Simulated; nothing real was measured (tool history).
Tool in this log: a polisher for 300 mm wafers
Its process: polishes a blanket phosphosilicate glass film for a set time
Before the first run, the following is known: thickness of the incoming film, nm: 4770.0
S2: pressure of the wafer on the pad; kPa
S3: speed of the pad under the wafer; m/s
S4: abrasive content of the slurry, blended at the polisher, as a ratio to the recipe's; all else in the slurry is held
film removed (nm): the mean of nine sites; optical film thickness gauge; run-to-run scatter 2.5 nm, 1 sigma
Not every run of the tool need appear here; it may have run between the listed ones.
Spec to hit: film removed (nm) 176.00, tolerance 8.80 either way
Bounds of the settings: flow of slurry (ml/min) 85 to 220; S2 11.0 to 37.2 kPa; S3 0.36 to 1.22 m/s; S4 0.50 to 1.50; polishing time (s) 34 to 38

run 1 hour=0.0 | flow_of_slurry_(ml/min)=140 S2=24.1 S3=0.78 S4=1.00 polishing_time_(s)=38 | film_removed_(nm)=344.08
run 2 hour=3.0 | flow_of_slurry_(ml/min)=140 S2=22.1 S3=0.78 S4=1.00 polishing_time_(s)=38 | film_removed_(nm)=327.21
run 3 hour=11.0 | flow_of_slurry_(ml/min)=140 S2=22.1 S3=0.78 S4=1.00 polishing_time_(s)=38 | film_removed_(nm)=322.10
run 4 hour=12.0 | flow_of_slurry_(ml/min)=140 S2=20.7 S3=0.76 S4=1.00 polishing_time_(s)=38 | film_removed_(nm)=295.29
run 5 hour=15.7 | flow_of_slurry_(ml/min)=140 S2=20.7 S3=0.76 S4=1.00 polishing_time_(s)=38 | film_removed_(nm)=289.86
run 6 hour=23.3 | flow_of_slurry_(ml/min)=170 S2=20.7 S3=0.76 S4=1.00 polishing_time_(s)=38 | film_removed_(nm)=300.89
run 7 hour=24.2 | flow_of_slurry_(ml/min)=170 S2=19.3 S3=0.74 S4=1.00 polishing_time_(s)=38 | film_removed_(nm)=270.72
run 8 hour=28.4 | flow_of_slurry_(ml/min)=170 S2=18.6 S3=0.74 S4=1.00 polishing_time_(s)=38 | film_removed_(nm)=266.87
run 9 hour=35.9 | flow_of_slurry_(ml/min)=170 S2=17.9 S3=0.72 S4=1.00 polishing_time_(s)=38 | film_removed_(nm)=252.89
run 10 hour=42.1 | flow_of_slurry_(ml/min)=170 S2=17.2 S3=0.72 S4=1.00 polishing_time_(s)=38 | film_removed_(nm)=238.61
run 11 hour=46.4 | flow_of_slurry_(ml/min)=170 S2=16.5 S3=0.72 S4=1.00 polishing_time_(s)=38 | film_removed_(nm)=236.16
run 12 hour=48.8 | flow_of_slurry_(ml/min)=170 S2=16.5 S3=0.72 S4=1.00 polishing_time_(s)=38 | film_removed_(nm)=239.27
run 13 hour=55.7 | flow_of_slurry_(ml/min)=170 S2=15.9 S3=0.72 S4=1.00 polishing_time_(s)=38 | film_removed_(nm)=225.53
run 14 hour=56.6 | flow_of_slurry_(ml/min)=170 S2=15.2 S3=0.72 S4=1.00 polishing_time_(s)=38 | film_removed_(nm)=215.17
run 15 hour=64.3 | flow_of_slurry_(ml/min)=160 S2=11.0 S3=0.70 S4=1.00 polishing_time_(s)=38 | film_removed_(nm)=152.59
run 16 hour=72.2 | flow_of_slurry_(ml/min)=165 S2=11.0 S3=0.70 S4=1.00 polishing_time_(s)=38 | film_removed_(nm)=156.58
run 17 hour=77.7 | flow_of_slurry_(ml/min)=170 S2=11.0 S3=0.70 S4=1.00 polishing_time_(s)=38 | film_removed_(nm)=153.15
run 18 hour=79.7 | flow_of_slurry_(ml/min)=175 S2=11.0 S3=0.70 S4=1.00 polishing_time_(s)=38 | film_removed_(nm)=155.75
run 19 hour=84.3 | flow_of_slurry_(ml/min)=180 S2=11.7 S3=0.70 S4=1.00 polishing_time_(s)=38 | film_removed_(nm)=166.93
run 20 hour=89.9 | flow_of_slurry_(ml/min)=185 S2=11.7 S3=0.70 S4=1.00 polishing_time_(s)=38 | film_removed_(nm)=163.24

Exactly one of the 5 candidate moves below puts every result within its allowed miss. Which one?
run A hour=95.5 | flow_of_slurry_(ml/min)=180 S2=13.1 S3=0.76 S4=1.05 polishing_time_(s)=38 | film_removed_(nm)=?
run B hour=95.5 | flow_of_slurry_(ml/min)=220 S2=13.1 S3=0.66 S4=0.95 polishing_time_(s)=37 | film_removed_(nm)=?
run C hour=95.5 | flow_of_slurry_(ml/min)=150 S2=16.5 S3=0.64 S4=0.85 polishing_time_(s)=38 | film_removed_(nm)=?
run D hour=95.5 | flow_of_slurry_(ml/min)=195 S2=11.7 S3=0.66 S4=0.90 polishing_time_(s)=38 | film_removed_(nm)=?
run E hour=95.5 | flow_of_slurry_(ml/min)=220 S2=13.8 S3=0.48 S4=1.25 polishing_time_(s)=37 | film_removed_(nm)=?

move=A film_removed_(nm)=197.85
move=B film_removed_(nm)=171.76
move=C film_removed_(nm)=198.24
move=D film_removed_(nm)=154.25
move=E film_removed_(nm)=150.81
A: the result that was furthest off in the last run now lies on the other side of its target
B: every result lands within tolerance
C: the result that was furthest off in the last run now lies on the other side of its target
D: the biggest miss grows against the last run
E: the biggest miss grows against the last run
The right move is B.
